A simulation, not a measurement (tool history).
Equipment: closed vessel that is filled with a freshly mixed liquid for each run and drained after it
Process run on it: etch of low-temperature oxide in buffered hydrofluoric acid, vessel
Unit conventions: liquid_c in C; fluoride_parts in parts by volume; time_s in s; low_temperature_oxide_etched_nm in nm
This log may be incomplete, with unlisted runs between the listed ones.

run  hour  liquid_c  fluoride_parts  time_s  low_temperature_oxide_etched_nm
  1   0.0      24.0            14.5      30                           63.813
  2   4.4      24.0            14.5      30                           64.642
  3  10.6      24.0            14.5      30                           64.325
  4  17.5      24.0            17.5      30                           53.781
  5  18.3      24.0            17.5      30                           54.255
  6  19.2      21.5            17.5      30                           47.165
  7  21.9      24.5            17.5      30                           55.563
  8  28.1      26.0            17.5      30                           59.333
  9  31.0      27.5            17.5      30                           65.548
 10  37.0      28.5            17.5      30                           67.699

The next listed run, before its measurement:
 11  43.1      31.5            17.5      30                                ?

low_temperature_oxide_etched_nm: 79.068 nm

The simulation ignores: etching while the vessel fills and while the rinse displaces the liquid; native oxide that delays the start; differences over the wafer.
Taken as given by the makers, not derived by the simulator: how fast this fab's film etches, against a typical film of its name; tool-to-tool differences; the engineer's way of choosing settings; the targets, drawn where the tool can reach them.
